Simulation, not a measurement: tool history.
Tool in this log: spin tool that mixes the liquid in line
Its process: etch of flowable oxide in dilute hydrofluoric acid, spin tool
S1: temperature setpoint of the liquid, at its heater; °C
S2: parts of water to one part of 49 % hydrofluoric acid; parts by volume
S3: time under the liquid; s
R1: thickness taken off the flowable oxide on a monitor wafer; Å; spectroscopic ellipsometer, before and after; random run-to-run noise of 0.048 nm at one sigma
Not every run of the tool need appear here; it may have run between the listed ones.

run,hour,S1,S2,S3,R1
1,0,22,175,30,41.665
2,5.5,23,170,30,45.371
3,7.4,23,170,20,30.141
4,13,21.5,170,20,28.215
# hour 18.4: hydrofluoric acid flow meter replaced
5,18.4,21.5,110,20,54.533
6,25.8,21.5,65,20,96.694
7,33,21,65,20,95.101
8,37.3,20.5,65,20,92.014
9,45.8,17,95,20,52.38
10,49.6,17.5,95,20,53.853
11,56.7,17.5,95,20,54.341

Run 12 comes next. What will it give?
12,65.3,17.5,95,20,?

{"run 12": {"R1": 53.548}}
